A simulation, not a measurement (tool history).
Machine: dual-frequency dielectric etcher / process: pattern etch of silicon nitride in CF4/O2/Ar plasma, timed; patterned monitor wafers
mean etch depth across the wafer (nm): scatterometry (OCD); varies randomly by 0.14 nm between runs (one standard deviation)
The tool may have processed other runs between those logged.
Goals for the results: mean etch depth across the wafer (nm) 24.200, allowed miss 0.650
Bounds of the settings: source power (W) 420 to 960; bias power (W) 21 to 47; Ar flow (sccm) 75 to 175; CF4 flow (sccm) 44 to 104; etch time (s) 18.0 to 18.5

run    day  source power (W)  bias power (W)  Ar flow (sccm)  CF4 flow (sccm)  etch time (s)  mean etch depth across the wafer (nm)
  1  0.000               690              34             125               74           18.0                                 35.727
  2  0.025               630              33             127               73           18.0                                 32.104
  3  0.146               590              33             127               73           18.0                                 30.260
  4  0.421               560              33             127               73           18.0                                 28.900
  5  0.638               560              33             112               73           18.0                                 29.397
  6  0.679               530              33             112               73           18.0                                 28.032
  7  0.850               510              33             112               73           18.0                                 26.535
  8  1.004               500              33             112               73           18.0                                 26.317
  9  1.075               490              33             112               73           18.0                                 25.526

5 candidate next runs follow, results not yet known. Just one meets every target within its allowed miss. Identify it.
  A  1.146               460              32              75               57           18.0                                      ?
  B  1.146               510              25             106               63           18.0                                      ?
  C  1.146               490              33             107               68           18.0                                      ?
  D  1.146               540              28             112               64           18.5                                      ?
  E  1.146               480              35             110               73           18.0                                      ?

move  mean etch depth across the wafer (nm)
   A                                 24.040
   B                                 22.694
   C                                 25.524
   D                                 26.040
   E                                 25.961
A: each result inside its tolerance
B: moves the result that the last run missed by most past its target, out the other side
C: about the same distance from the targets as the last run
D: lands further from the targets than the last run did
E: lands further from the targets than the last run did
Correct choice: A, which meets every target
